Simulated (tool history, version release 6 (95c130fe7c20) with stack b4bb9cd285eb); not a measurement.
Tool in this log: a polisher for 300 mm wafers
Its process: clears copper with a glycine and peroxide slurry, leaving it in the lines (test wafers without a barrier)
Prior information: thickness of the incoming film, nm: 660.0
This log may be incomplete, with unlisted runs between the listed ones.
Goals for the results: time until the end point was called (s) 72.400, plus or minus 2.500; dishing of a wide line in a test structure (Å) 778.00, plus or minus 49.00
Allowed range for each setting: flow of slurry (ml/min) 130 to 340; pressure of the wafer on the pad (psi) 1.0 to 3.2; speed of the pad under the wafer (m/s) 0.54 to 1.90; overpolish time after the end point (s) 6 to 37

run	hour	flow of slurry (ml/min)	pressure of the wafer on the pad (psi)	speed of the pad under the wafer (m/s)	overpolish time after the end point (s)	time until the end point was called (s)	dishing of a wide line in a test structure (Å)
1	0.0	220	2.1	1.22	19	111.430	488.73
2	6.1	175	2.1	1.22	19	115.380	479.92
3	6.9	180	2.2	1.22	19	111.840	491.12
4	12.1	185	2.3	1.22	19	107.100	516.03
5	18.1	190	2.4	1.22	19	104.130	536.46
6	21.4	195	2.5	1.24	19	99.108	540.53
7	27.0	195	2.5	1.24	19	98.021	545.13
8	35.7	200	2.6	1.24	19	94.290	562.54
9	40.5	205	2.7	1.24	19	90.416	571.16
10	42.8	210	2.8	1.24	20	89.186	597.80
11	47.9	210	2.8	1.26	20	87.264	602.00
12	55.7	210	2.8	1.26	21	87.231	606.57
13	63.4	220	3.2	1.30	26	75.958	738.12

4 candidate next runs follow, results not yet known. Just one meets every target within its allowed miss. Identify it.
A	71.1	230	3.2	1.34	20	?	?
B	71.1	135	3.2	1.46	30	?	?
C	71.1	225	3.2	1.42	19	?	?
D	71.1	255	3.1	1.18	33	?	?

move	time until the end point was called (s)	dishing of a wide line in a test structure (Å)
A	73.312	658.88
B	73.717	773.36
C	69.838	656.26
D	83.223	773.77
A: meets the target for the result that was furthest off, but another lies outside its allowed miss
B: every result lands within tolerance
C: moves the result that the last run missed by most past its target, out the other side
D: moves away from the targets compared with the last run
The right move is B.
